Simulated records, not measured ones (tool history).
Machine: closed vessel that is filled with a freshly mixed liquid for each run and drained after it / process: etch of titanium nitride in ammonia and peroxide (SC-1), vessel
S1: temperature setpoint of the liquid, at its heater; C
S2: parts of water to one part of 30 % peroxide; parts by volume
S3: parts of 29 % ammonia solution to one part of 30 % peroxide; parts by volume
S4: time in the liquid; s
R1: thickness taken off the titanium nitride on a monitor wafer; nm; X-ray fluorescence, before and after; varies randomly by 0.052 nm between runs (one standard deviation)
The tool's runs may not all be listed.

run,hour,S1,S2,S3,S4,R1
1,0,47,14,0.65,720,16.182
2,3.6,41,14,0.65,720,10.527
3,8,38,14,0.65,720,8.4887
4,12.3,38,14,0.75,720,8.6425
5,16.4,38.5,14,0.75,720,8.873
6,22.4,39,14,0.75,720,9.3603
7,23.8,39.5,14,0.75,720,9.6731

Run 8 has not been measured yet. What should we expect?
8,29.8,40,14,0.75,720,?

{"run 8": {"R1": 9.9593}}

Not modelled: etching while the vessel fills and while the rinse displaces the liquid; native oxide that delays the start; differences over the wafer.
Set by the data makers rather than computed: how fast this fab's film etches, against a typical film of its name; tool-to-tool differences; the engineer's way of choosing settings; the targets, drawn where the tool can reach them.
